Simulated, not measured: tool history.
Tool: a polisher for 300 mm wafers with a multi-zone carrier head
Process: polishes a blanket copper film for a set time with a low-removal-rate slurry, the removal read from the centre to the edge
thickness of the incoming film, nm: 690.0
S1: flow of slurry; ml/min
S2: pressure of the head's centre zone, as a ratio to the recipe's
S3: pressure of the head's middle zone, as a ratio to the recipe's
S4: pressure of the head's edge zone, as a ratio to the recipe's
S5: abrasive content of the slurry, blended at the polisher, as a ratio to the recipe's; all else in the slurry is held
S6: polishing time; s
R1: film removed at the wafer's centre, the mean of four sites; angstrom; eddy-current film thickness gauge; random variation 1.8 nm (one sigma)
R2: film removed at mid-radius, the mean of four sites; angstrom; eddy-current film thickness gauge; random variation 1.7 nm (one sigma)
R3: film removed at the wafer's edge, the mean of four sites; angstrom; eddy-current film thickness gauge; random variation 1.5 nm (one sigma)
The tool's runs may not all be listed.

Run 1, hour 0: S1 125 ml/min, S2 1, S3 1, S4 1, S5 1, S6 44 s. Result: R1 1387.7 angstrom, R2 1324.7 angstrom, R3 1281.9 angstrom.
Run 2, hour 4.2: S1 125 ml/min, S2 1, S3 1, S4 1, S5 1, S6 37 s. Result: R1 1163.1 angstrom, R2 1112.2 angstrom, R3 1091.9 angstrom.
Run 3, hour 9.5: S1 125 ml/min, S2 1, S3 1.07, S4 1, S5 1, S6 37 s. Result: R1 1138.2 angstrom, R2 1176 angstrom, R3 1091.2 angstrom.
Run 4, hour 16.3: S1 130 ml/min, S2 1.02, S3 1.06, S4 1.03, S5 1.1, S6 38 s. Result: R1 1256.1 angstrom, R2 1215.3 angstrom, R3 1181 angstrom.
Run 5, hour 19: S1 140 ml/min, S2 1.04, S3 1.07, S4 1.05, S5 1.15, S6 38 s. Result: R1 1319.6 angstrom, R2 1241.5 angstrom, R3 1192.6 angstrom.
Run 6, hour 20.9: S1 140 ml/min, S2 1.04, S3 1.07, S4 1.05, S5 1, S6 38 s. Result: R1 1259.4 angstrom, R2 1208 angstrom, R3 1172.2 angstrom.

Forecast run 7:
Run 7, hour 29.2: S1 145 ml/min, S2 1.05, S3 1.07, S4 1.07, S5 1.1, S6 39 s. Result: R1 ?, R2 ?, R3 ?.

R1: 1330.6 angstrom
R2: 1299 angstrom
R3: 1230.1 angstrom
